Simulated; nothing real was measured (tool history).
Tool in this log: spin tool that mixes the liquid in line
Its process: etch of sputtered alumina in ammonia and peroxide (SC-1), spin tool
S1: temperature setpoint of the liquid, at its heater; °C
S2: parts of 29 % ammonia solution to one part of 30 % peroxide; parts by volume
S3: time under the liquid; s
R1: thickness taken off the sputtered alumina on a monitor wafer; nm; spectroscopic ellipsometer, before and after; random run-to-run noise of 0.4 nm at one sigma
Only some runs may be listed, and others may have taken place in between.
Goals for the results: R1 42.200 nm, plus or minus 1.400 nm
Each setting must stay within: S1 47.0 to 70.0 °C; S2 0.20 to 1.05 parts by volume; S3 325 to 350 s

{"run": 1, "hour": 0.0, "S1": 63.0, "S2": 0.55, "S3": 325, "R1": 27.397}
{"run": 2, "hour": 6.7, "S1": 58.5, "S2": 0.55, "S3": 325, "R1": 21.732}
{"run": 3, "hour": 11.8, "S1": 58.5, "S2": 0.35, "S3": 325, "R1": 21.133}
{"run": 4, "hour": 18.6, "S1": 61.0, "S2": 0.35, "S3": 330, "R1": 24.016}
{"run": 5, "hour": 25.1, "S1": 65.0, "S2": 0.35, "S3": 330, "R1": 29.666}
{"run": 6, "hour": 28.2, "S1": 66.0, "S2": 0.4, "S3": 335, "R1": 32.311}
{"run": 7, "hour": 35.7, "S1": 67.0, "S2": 0.4, "S3": 335, "R1": 33.644}
{"run": 8, "hour": 41.4, "S1": 67.5, "S2": 0.45, "S3": 335, "R1": 34.93}
{"run": 9, "hour": 47.5, "S1": 68.0, "S2": 0.45, "S3": 335, "R1": 35.323}

5 next moves are on the table. One of them brings every result within its allowed miss. Which?
{"run": "A", "hour": 53.6, "S1": 70.0, "S2": 0.85, "S3": 335, "R1": "?"}
{"run": "B", "hour": 53.6, "S1": 63.5, "S2": 0.6, "S3": 325, "R1": "?"}
{"run": "C", "hour": 53.6, "S1": 69.5, "S2": 0.4, "S3": 340, "R1": "?"}
{"run": "D", "hour": 53.6, "S1": 64.5, "S2": 0.4, "S3": 325, "R1": "?"}
{"run": "E", "hour": 53.6, "S1": 69.0, "S2": 0.45, "S3": 345, "R1": "?"}

move=A R1=41.364
move=B R1=28.101
move=C R1=38.165
move=D R1=28.454
move=E R1=38.212
A: each result inside its tolerance
B: the biggest miss grows against the last run
C: closes in on the targets versus the last run, not all within tolerance yet
D: the biggest miss grows against the last run
E: closes in on the targets versus the last run, not all within tolerance yet
The right move is A.

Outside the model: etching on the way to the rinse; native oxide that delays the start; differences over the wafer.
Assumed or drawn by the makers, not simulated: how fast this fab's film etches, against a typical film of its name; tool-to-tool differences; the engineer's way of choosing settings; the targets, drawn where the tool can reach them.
